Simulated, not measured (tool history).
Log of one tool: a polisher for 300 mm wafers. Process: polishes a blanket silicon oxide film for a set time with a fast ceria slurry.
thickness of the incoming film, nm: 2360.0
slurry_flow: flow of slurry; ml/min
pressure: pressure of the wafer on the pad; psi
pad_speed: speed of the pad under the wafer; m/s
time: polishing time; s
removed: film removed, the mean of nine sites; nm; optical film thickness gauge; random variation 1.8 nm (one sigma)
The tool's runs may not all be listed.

run  hour  slurry_flow  pressure  pad_speed  time  removed
  1   0.0          265       2.3       1.14    22   385.10
  2   3.7          265       2.3       1.14    19   328.07
  3  10.1          260       2.1       1.14    19   305.11
  4  11.7          250       2.0       1.14    19   298.92
  5  18.6          315       2.0       1.14    19   303.36
  6  21.1          315       2.3       1.14    19   334.20
  7  29.3          315       2.1       1.14    19   313.50
  8  33.3          315       1.9       1.14    19   289.29
  9  40.6          315       1.8       1.14    19   283.23

Forecast run 10:
 10  44.2          315       1.7       1.14    19        ?

Run 10 gave removed 272.49 nm.
